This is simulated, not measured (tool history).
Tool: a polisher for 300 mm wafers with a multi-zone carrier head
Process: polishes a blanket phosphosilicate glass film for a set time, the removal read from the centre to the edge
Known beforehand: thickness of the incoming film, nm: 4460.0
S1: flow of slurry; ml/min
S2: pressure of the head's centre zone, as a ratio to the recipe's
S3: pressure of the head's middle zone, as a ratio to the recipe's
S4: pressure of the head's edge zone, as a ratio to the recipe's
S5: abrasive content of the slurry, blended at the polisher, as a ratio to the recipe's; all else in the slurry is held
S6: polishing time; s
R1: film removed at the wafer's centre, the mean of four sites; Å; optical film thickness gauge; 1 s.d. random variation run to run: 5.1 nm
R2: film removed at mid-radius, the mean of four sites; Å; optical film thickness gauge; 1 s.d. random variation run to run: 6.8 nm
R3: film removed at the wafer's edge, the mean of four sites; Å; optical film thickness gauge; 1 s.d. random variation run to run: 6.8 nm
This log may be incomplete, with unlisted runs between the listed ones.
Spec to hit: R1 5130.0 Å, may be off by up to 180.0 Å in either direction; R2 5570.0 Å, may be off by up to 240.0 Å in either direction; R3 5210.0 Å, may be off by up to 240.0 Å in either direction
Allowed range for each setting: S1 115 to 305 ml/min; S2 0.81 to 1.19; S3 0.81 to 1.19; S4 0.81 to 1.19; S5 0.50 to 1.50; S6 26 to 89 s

run,hour,S1,S2,S3,S4,S5,S6,R1,R2,R3
1,0.0,195,1.00,1.00,1.00,1.00,57,6068.0,6310.4,6374.1
2,3.7,195,1.00,0.94,1.00,1.00,57,6333.6,5956.4,6500.8
3,5.3,195,1.00,0.89,1.00,1.00,57,6157.2,5599.6,6302.1
4,9.7,195,0.99,0.90,0.98,0.95,57,6067.7,5568.6,6019.0
5,10.8,190,0.98,0.90,0.97,0.95,57,6049.6,5656.3,6135.7
6,15.9,190,0.97,0.91,0.96,0.90,57,5719.2,5515.9,5925.4
7,17.5,190,0.97,0.92,0.94,0.90,57,5719.4,5630.8,5816.1
8,20.7,190,0.96,0.92,0.93,0.90,57,5805.8,5487.1,5882.2
9,25.9,190,0.96,0.93,0.92,0.85,57,5575.2,5455.0,5715.1
10,31.1,190,0.96,0.94,0.91,0.85,57,5594.4,5514.5,5511.7
11,34.4,185,0.95,0.95,0.90,0.85,57,5499.7,5555.2,5648.8
12,39.3,185,0.95,0.96,0.89,0.85,57,5577.1,5560.2,5563.6
13,47.9,185,0.94,0.97,0.88,0.85,57,5549.9,5709.5,5672.4
14,54.9,160,0.93,1.01,0.81,0.70,57,4820.8,5256.5,4752.5
15,60.0,165,0.93,1.01,0.82,0.70,57,4924.8,5270.2,4822.5
16,65.7,170,0.93,1.01,0.82,0.70,57,4810.9,5277.0,4950.3
17,66.6,175,0.93,1.01,0.82,0.70,57,5027.6,5352.8,4785.1
18,72.0,175,0.93,1.01,0.83,0.70,57,4860.8,5452.9,4970.4
19,74.7,185,0.94,1.00,0.84,0.70,57,5012.6,5300.0,4990.1

Pick the move, out of 4, that brings all results within their allowed miss; only one does.
A,77.4,180,1.11,1.00,0.81,0.55,62,?,?,?
B,77.4,210,0.99,1.00,0.81,0.65,57,?,?,?
C,77.4,195,0.91,0.89,0.88,0.75,57,?,?,?
D,77.4,180,0.95,1.03,0.91,0.75,57,?,?,?

move,R1,R2,R3
A,5609.1,5134.3,4659.9
B,5180.9,5225.3,4712.6
C,5082.7,5007.8,5185.8
D,5206.9,5591.3,5209.4
A: the biggest miss grows against the last run
B: the biggest miss grows against the last run
C: the biggest miss grows against the last run
D: each result inside its tolerance
So the answer is move D, the one that meets all the targets.
